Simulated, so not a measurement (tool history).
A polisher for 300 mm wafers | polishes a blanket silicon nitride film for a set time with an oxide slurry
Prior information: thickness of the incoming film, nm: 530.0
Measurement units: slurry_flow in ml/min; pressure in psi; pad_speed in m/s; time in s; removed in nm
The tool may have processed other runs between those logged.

Run 1, day 0.000: slurry_flow 240 ml/min, pressure 4.7 psi, pad_speed 1.30 m/s, slurry_solids 1.00, time 44 s. Result: removed 27.824 nm.
Run 2, day 0.088: slurry_flow 240 ml/min, pressure 4.7 psi, pad_speed 1.30 m/s, slurry_solids 1.00, time 39 s. Result: removed 24.868 nm.
Run 3, day 0.317: slurry_flow 240 ml/min, pressure 5.5 psi, pad_speed 1.38 m/s, slurry_solids 1.00, time 39 s. Result: removed 28.347 nm.
Run 4, day 0.404: slurry_flow 265 ml/min, pressure 5.5 psi, pad_speed 1.38 m/s, slurry_solids 1.00, time 39 s. Result: removed 28.718 nm.
Run 5, day 0.779: slurry_flow 265 ml/min, pressure 6.3 psi, pad_speed 1.38 m/s, slurry_solids 1.00, time 39 s. Result: removed 31.927 nm.
Run 6, day 1.004: slurry_flow 265 ml/min, pressure 6.6 psi, pad_speed 1.58 m/s, slurry_solids 1.05, time 39 s. Result: removed 37.799 nm.
Run 7, day 1.062: slurry_flow 265 ml/min, pressure 6.8 psi, pad_speed 1.70 m/s, slurry_solids 1.05, time 39 s. Result: removed 41.522 nm.
Run 8, day 1.308: slurry_flow 265 ml/min, pressure 6.9 psi, pad_speed 1.78 m/s, slurry_solids 1.05, time 39 s. Result: removed 43.878 nm.

Forecast run 9:
Run 9, day 1.375: slurry_flow 265 ml/min, pressure 7.3 psi, pad_speed 1.94 m/s, slurry_solids 1.05, time 39 s. Result: removed ?.

Run 9 measured removed 48.166 nm.

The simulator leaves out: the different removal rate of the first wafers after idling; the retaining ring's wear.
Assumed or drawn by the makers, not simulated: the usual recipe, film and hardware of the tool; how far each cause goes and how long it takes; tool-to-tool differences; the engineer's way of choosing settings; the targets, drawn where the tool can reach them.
